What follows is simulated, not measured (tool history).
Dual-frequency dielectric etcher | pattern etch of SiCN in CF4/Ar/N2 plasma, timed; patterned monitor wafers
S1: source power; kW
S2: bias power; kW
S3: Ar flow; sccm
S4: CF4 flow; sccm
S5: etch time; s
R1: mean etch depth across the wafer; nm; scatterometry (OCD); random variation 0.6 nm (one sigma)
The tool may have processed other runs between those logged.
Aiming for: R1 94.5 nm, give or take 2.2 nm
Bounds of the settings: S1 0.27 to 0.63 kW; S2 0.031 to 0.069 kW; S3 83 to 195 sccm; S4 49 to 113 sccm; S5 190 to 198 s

Run 1, hour 0: S1 0.45 kW, S2 0.05 kW, S3 139 sccm, S4 81 sccm, S5 190 s. Result: R1 149.28 nm.
Run 2, hour 1.2: S1 0.45 kW, S2 0.047 kW, S3 139 sccm, S4 81 sccm, S5 190 s. Result: R1 145.02 nm.
Run 3, hour 2: S1 0.45 kW, S2 0.047 kW, S3 139 sccm, S4 81 sccm, S5 198 s. Result: R1 151.43 nm.
Run 4, hour 7.5: S1 0.45 kW, S2 0.047 kW, S3 139 sccm, S4 89 sccm, S5 198 s. Result: R1 151.6 nm.
Run 5, hour 12: S1 0.41 kW, S2 0.044 kW, S3 142 sccm, S4 89 sccm, S5 197.5 s. Result: R1 134.35 nm.
Run 6, hour 16.8: S1 0.41 kW, S2 0.044 kW, S3 142 sccm, S4 95 sccm, S5 197.5 s. Result: R1 135.63 nm.
Run 7, hour 20.5: S1 0.38 kW, S2 0.042 kW, S3 143 sccm, S4 95 sccm, S5 197.5 s. Result: R1 122.71 nm.
Run 8, hour 22.5: S1 0.35 kW, S2 0.042 kW, S3 143 sccm, S4 95 sccm, S5 197.5 s. Result: R1 114.84 nm.
Run 9, hour 26.2: S1 0.33 kW, S2 0.042 kW, S3 143 sccm, S4 95 sccm, S5 197.5 s. Result: R1 107.24 nm.
Run 10, hour 31.6: S1 0.32 kW, S2 0.042 kW, S3 143 sccm, S4 95 sccm, S5 197.5 s. Result: R1 104.66 nm.
Run 11, hour 37.6: S1 0.27 kW, S2 0.041 kW, S3 144 sccm, S4 95 sccm, S5 197.5 s. Result: R1 86.252 nm.
Run 12, hour 38.8: S1 0.28 kW, S2 0.041 kW, S3 144 sccm, S4 95 sccm, S5 197.5 s. Result: R1 90.33 nm.

Consider the 5 candidate settings below. Which is the only one whose results all fall within their allowed miss of target?
Run A, hour 40: S1 0.27 kW, S2 0.038 kW, S3 139 sccm, S4 97 sccm, S5 194.5 s. Result: R1 ?.
Run B, hour 40: S1 0.31 kW, S2 0.043 kW, S3 149 sccm, S4 100 sccm, S5 198 s. Result: R1 ?.
Run C, hour 40: S1 0.32 kW, S2 0.033 kW, S3 175 sccm, S4 109 sccm, S5 198 s. Result: R1 ?.
Run D, hour 40: S1 0.31 kW, S2 0.04 kW, S3 118 sccm, S4 102 sccm, S5 191.5 s. Result: R1 ?.
Run E, hour 40: S1 0.31 kW, S2 0.04 kW, S3 140 sccm, S4 97 sccm, S5 195 s. Result: R1 ?.

move      R1
   A   82.74
   B  101.28
   C  93.185
   D  99.652
   E   97.75
A: lands further from the targets than the last run did
B: takes the result that was furthest off past its target
C: all results land within tolerance of their targets
D: takes the result that was furthest off past its target
E: takes the result that was furthest off past its target
Move C is the one to make.

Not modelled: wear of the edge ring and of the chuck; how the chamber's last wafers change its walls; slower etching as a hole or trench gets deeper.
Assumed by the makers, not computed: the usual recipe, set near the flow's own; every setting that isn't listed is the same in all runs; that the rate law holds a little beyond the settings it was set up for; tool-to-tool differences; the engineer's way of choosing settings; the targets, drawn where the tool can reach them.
